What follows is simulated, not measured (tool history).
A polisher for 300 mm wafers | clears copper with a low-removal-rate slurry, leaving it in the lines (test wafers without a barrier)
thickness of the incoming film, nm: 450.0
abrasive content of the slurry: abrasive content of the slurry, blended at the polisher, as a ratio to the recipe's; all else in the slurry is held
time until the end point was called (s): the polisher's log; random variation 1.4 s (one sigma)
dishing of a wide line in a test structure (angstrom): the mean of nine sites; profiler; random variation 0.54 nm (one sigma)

run    day  flow of slurry (ml/min)  pressure of the wafer on the pad (psi)  speed of the pad under the wafer (m/s)  abrasive content of the slurry  overpolish time after the end point (s)  time until the end point was called (s)  dishing of a wide line in a test structure (angstrom)
  1      0                      165                                     3.2                                    1.18                               1                                       12                                   129.79                                                 323.84
  2    0.3                      165                                     3.5                                    1.18                               1                                       10                                   121.16                                                 306.36
  3  0.662                      165                                     3.5                                    1.34                               1                                       10                                   110.49                                                 314.85
  4  0.896                      195                                     3.5                                    1.34                               1                                       10                                   109.79                                                 321.94
  5  0.967                      160                                     3.5                                    1.34                               1                                       10                                   110.95                                                 329.02
  6  1.238                      160                                     3.5                                    1.48                               1                                       10                                   103.68                                                 354.34
  7  1.375                      170                                     3.6                                    1.48                               1                                        8                                   101.97                                                  291.1
  8    1.7                      175                                     4.1                                    1.48                               1                                        4                                   87.424                                                  169.3
  9  1.992                      175                                       4                                    1.52                               1                                        5                                   86.833                                                  214.9

Forecast run 10:
 10  2.258                      175                                       4                                    1.52                               1                                        5                                        ?                                                      ?

{"run 10": {"time until the end point was called (s)": 89.32, "dishing of a wide line in a test structure (angstrom)": 207.69}}
